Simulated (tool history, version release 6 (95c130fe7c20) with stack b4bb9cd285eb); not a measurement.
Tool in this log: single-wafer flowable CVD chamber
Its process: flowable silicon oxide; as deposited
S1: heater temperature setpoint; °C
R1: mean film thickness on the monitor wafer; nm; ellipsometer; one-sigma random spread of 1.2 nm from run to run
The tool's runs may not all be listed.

Run 1, hour 0.0: S1 100 °C, chamber pressure (mTorr) 882, RF power (W) 2615, deposition time (s) 284. Result: R1 204.70 nm.
Run 2, hour 2.5: S1 100 °C, chamber pressure (mTorr) 882, RF power (W) 2615, deposition time (s) 284. Result: R1 203.94 nm.
Run 3, hour 10.2: S1 97 °C, chamber pressure (mTorr) 883, RF power (W) 2615, deposition time (s) 284. Result: R1 221.67 nm.
Run 4, hour 17.6: S1 97 °C, chamber pressure (mTorr) 963, RF power (W) 2615, deposition time (s) 284. Result: R1 242.44 nm.
Run 5, hour 18.2: S1 95 °C, chamber pressure (mTorr) 964, RF power (W) 2615, deposition time (s) 284. Result: R1 258.66 nm.
Run 6, hour 23.0: S1 95 °C, chamber pressure (mTorr) 1057, RF power (W) 2615, deposition time (s) 284. Result: R1 282.11 nm.
Run 7, hour 28.5: S1 94 °C, chamber pressure (mTorr) 1057, RF power (W) 2615, deposition time (s) 284. Result: R1 289.46 nm.

Run 8, settings as shown, results not yet in. Your forecast:
Run 8, hour 30.8: S1 93 °C, chamber pressure (mTorr) 1057, RF power (W) 2615, deposition time (s) 284. Result: R1 ?.

{"run 8": {"R1": 296.93}}

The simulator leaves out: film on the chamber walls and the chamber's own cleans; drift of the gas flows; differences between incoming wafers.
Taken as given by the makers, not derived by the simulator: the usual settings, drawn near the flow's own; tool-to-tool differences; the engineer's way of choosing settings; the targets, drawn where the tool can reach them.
